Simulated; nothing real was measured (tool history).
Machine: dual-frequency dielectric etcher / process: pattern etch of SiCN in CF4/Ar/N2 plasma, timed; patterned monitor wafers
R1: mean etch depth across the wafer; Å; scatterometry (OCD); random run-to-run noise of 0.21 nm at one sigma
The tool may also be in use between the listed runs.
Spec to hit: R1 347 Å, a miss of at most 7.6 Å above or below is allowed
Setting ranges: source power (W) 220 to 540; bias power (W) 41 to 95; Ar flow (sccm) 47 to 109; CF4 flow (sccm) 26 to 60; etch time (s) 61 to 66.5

{"run": 1, "hour": 0.0, "source power (W)": 380, "bias power (W)": 68, "Ar flow (sccm)": 78, "CF4 flow (sccm)": 43, "etch time (s)": 66.5, "R1": 430.61}
{"run": 2, "hour": 2.2, "source power (W)": 360, "bias power (W)": 68, "Ar flow (sccm)": 78, "CF4 flow (sccm)": 43, "etch time (s)": 66.5, "R1": 405.85}
{"run": 3, "hour": 8.9, "source power (W)": 360, "bias power (W)": 72, "Ar flow (sccm)": 78, "CF4 flow (sccm)": 43, "etch time (s)": 66.5, "R1": 411.42}
{"run": 4, "hour": 16.1, "source power (W)": 350, "bias power (W)": 72, "Ar flow (sccm)": 78, "CF4 flow (sccm)": 43, "etch time (s)": 66.5, "R1": 398.61}
{"run": 5, "hour": 17.4, "source power (W)": 380, "bias power (W)": 72, "Ar flow (sccm)": 78, "CF4 flow (sccm)": 43, "etch time (s)": 66.5, "R1": 434.11}
{"run": 6, "hour": 25.2, "source power (W)": 380, "bias power (W)": 72, "Ar flow (sccm)": 84, "CF4 flow (sccm)": 43, "etch time (s)": 66.5, "R1": 422.92}
{"run": 7, "hour": 31.8, "source power (W)": 360, "bias power (W)": 72, "Ar flow (sccm)": 84, "CF4 flow (sccm)": 43, "etch time (s)": 66.5, "R1": 400.05}
{"run": 8, "hour": 34.3, "source power (W)": 350, "bias power (W)": 72, "Ar flow (sccm)": 84, "CF4 flow (sccm)": 43, "etch time (s)": 66.5, "R1": 392.59}
{"run": 9, "hour": 37.7, "source power (W)": 290, "bias power (W)": 71, "Ar flow (sccm)": 84, "CF4 flow (sccm)": 43, "etch time (s)": 66.5, "R1": 313.71}

Consider the 5 candidate settings below. Which is the only one whose results all fall within their allowed miss of target?
{"run": "A", "hour": 41.1, "source power (W)": 330, "bias power (W)": 68, "Ar flow (sccm)": 79, "CF4 flow (sccm)": 44, "etch time (s)": 66.5, "R1": "?"}
{"run": "B", "hour": 41.1, "source power (W)": 260, "bias power (W)": 74, "Ar flow (sccm)": 76, "CF4 flow (sccm)": 45, "etch time (s)": 65.5, "R1": "?"}
{"run": "C", "hour": 41.1, "source power (W)": 320, "bias power (W)": 73, "Ar flow (sccm)": 75, "CF4 flow (sccm)": 44, "etch time (s)": 66.5, "R1": "?"}
{"run": "D", "hour": 41.1, "source power (W)": 320, "bias power (W)": 69, "Ar flow (sccm)": 80, "CF4 flow (sccm)": 44, "etch time (s)": 65, "R1": "?"}
{"run": "E", "hour": 41.1, "source power (W)": 310, "bias power (W)": 77, "Ar flow (sccm)": 98, "CF4 flow (sccm)": 35, "etch time (s)": 66.5, "R1": "?"}

move=A R1=364.87
move=B R1=285.92
move=C R1=364.96
move=D R1=345.33
move=E R1=325.31
A: pushes the last run's worst result past its target
B: its largest miss is bigger than the last run's
C: pushes the last run's worst result past its target
D: all results in spec
E: closes in on the targets versus the last run, not all within tolerance yet
D meets every target.
